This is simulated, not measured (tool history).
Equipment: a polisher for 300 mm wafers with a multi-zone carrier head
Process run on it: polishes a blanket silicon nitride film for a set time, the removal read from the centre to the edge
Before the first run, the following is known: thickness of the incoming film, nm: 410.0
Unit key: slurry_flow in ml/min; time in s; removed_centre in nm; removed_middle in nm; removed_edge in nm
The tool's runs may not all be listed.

run  hour  slurry_flow  centre_zone  middle_zone  edge_zone  time  removed_centre  removed_middle  removed_edge
  1   0.0          165         1.00         1.00       1.00    30          72.936          74.319        74.239
  2   7.8          165         1.00         1.00       1.00    24          58.463          59.475        57.662
  3  14.8          175         1.01         1.03       1.02    26          64.625          67.933        67.288
  4  16.0          175         1.01         1.03       1.02    21          51.509          53.769        53.464
  5  23.8          185         1.03         1.05       1.02    23          59.519          60.437        58.253
  6  25.1          185         1.03         1.05       1.02    20          51.496          52.864        51.192

Estimate the outcome of run 7 from the log above:
  7  28.9          190         1.04         1.07       1.03    22               ?               ?             ?

Run 7 measured removed_centre 57.536 nm, removed_middle 59.455 nm, removed_edge 56.463 nm.
